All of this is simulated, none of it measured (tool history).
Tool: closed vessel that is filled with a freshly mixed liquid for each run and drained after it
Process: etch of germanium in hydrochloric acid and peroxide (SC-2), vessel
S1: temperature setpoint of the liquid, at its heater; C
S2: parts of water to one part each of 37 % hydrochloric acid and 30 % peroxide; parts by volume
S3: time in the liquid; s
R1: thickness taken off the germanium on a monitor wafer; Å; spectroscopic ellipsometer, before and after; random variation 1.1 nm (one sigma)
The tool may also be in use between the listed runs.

run 1 hour=0.0 | S1=60.0 S2=7.5 S3=35 | R1=1896.9
run 2 hour=5.5 | S1=63.0 S2=7.5 S3=35 | R1=2054.5
run 3 hour=14.3 | S1=56.0 S2=7.5 S3=35 | R1=1700.1
run 4 hour=21.9 | S1=54.5 S2=7.5 S3=35 | R1=1634.2
run 5 hour=27.9 | S1=53.0 S2=7.5 S3=35 | R1=1538.9
run 6 hour=28.8 | S1=52.5 S2=7.5 S3=35 | R1=1520.0

The next listed run, before its measurement:
run 7 hour=29.6 | S1=52.0 S2=7.5 S3=35 | R1=?

{"run 7": {"R1": 1494.0}}
